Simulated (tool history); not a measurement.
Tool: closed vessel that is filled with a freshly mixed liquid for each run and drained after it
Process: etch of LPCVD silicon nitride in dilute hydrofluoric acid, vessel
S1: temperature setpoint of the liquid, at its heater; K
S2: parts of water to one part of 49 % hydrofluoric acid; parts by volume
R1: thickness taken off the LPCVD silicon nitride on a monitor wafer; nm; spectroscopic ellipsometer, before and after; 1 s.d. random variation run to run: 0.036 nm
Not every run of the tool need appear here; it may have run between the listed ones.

{"run": 1, "hour": 0.0, "S1": 296.15, "S2": 185, "time in the liquid (s)": 2590, "R1": 7.5001}
{"run": 2, "hour": 2.0, "S1": 296.15, "S2": 145, "time in the liquid (s)": 2590, "R1": 9.5698}
{"run": 3, "hour": 6.3, "S1": 293.65, "S2": 145, "time in the liquid (s)": 2590, "R1": 8.1139}
{"run": 4, "hour": 8.8, "S1": 293.15, "S2": 155, "time in the liquid (s)": 2590, "R1": 7.2825}
{"run": 5, "hour": 13.2, "S1": 293.15, "S2": 155, "time in the liquid (s)": 2795, "R1": 7.9619}
{"run": 6, "hour": 21.6, "S1": 292.65, "S2": 165, "time in the liquid (s)": 2795, "R1": 7.2493}
{"run": 7, "hour": 25.6, "S1": 292.15, "S2": 170, "time in the liquid (s)": 2795, "R1": 6.7875}
{"run": 8, "hour": 28.6, "S1": 291.65, "S2": 175, "time in the liquid (s)": 2795, "R1": 6.4234}
{"run": 9, "hour": 32.4, "S1": 291.65, "S2": 180, "time in the liquid (s)": 2795, "R1": 6.1939}

Run 10 comes next. What will it give?
{"run": 10, "hour": 33.9, "S1": 291.65, "S2": 185, "time in the liquid (s)": 2795, "R1": "?"}

{"run 10": {"R1": 6.1266}}
